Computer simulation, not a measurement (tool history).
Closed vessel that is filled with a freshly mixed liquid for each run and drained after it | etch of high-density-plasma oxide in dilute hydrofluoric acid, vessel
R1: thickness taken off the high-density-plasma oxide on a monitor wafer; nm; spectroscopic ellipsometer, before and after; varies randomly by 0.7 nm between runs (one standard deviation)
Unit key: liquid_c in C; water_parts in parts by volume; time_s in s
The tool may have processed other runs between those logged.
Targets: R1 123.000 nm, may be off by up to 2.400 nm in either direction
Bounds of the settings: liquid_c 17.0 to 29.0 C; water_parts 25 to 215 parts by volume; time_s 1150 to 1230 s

run 1 hour=0.0 | liquid_c=21.0 water_parts=120 time_s=1150 | R1=59.001
run 2 hour=2.0 | liquid_c=21.0 water_parts=145 time_s=1150 | R1=47.345
run 3 hour=4.6 | liquid_c=22.5 water_parts=130 time_s=1150 | R1=57.140
run 4 hour=6.2 | liquid_c=23.5 water_parts=120 time_s=1150 | R1=64.835
run 5 hour=10.5 | liquid_c=23.5 water_parts=120 time_s=1230 | R1=69.357
run 6 hour=11.8 | liquid_c=24.5 water_parts=110 time_s=1230 | R1=79.934
run 7 hour=14.4 | liquid_c=25.5 water_parts=105 time_s=1230 | R1=87.564
run 8 hour=17.5 | liquid_c=26.0 water_parts=100 time_s=1230 | R1=95.099
run 9 hour=19.9 | liquid_c=26.5 water_parts=95 time_s=1230 | R1=100.950
run 10 hour=22.9 | liquid_c=27.0 water_parts=95 time_s=1230 | R1=103.910
run 11 hour=28.6 | liquid_c=27.5 water_parts=95 time_s=1230 | R1=105.010
run 12 hour=36.3 | liquid_c=28.0 water_parts=95 time_s=1230 | R1=107.700
run 13 hour=38.3 | liquid_c=29.0 water_parts=85 time_s=1230 | R1=127.400

5 candidate next runs follow, results not yet known. Just one meets every target within its allowed miss. Identify it.
run A hour=40.3 | liquid_c=28.0 water_parts=85 time_s=1190 | R1=?
run B hour=40.3 | liquid_c=28.0 water_parts=80 time_s=1230 | R1=?
run C hour=40.3 | liquid_c=29.0 water_parts=80 time_s=1230 | R1=?
run D hour=40.3 | liquid_c=22.0 water_parts=65 time_s=1180 | R1=?
run E hour=40.3 | liquid_c=28.0 water_parts=75 time_s=1180 | R1=?

move=A R1=119.100
move=B R1=131.710
move=C R1=136.910
move=D R1=124.700
move=E R1=135.730
A: takes the result that was furthest off past its target
B: misses by more than the last run did
C: misses by more than the last run did
D: in spec on every target
E: misses by more than the last run did
D meets every target.

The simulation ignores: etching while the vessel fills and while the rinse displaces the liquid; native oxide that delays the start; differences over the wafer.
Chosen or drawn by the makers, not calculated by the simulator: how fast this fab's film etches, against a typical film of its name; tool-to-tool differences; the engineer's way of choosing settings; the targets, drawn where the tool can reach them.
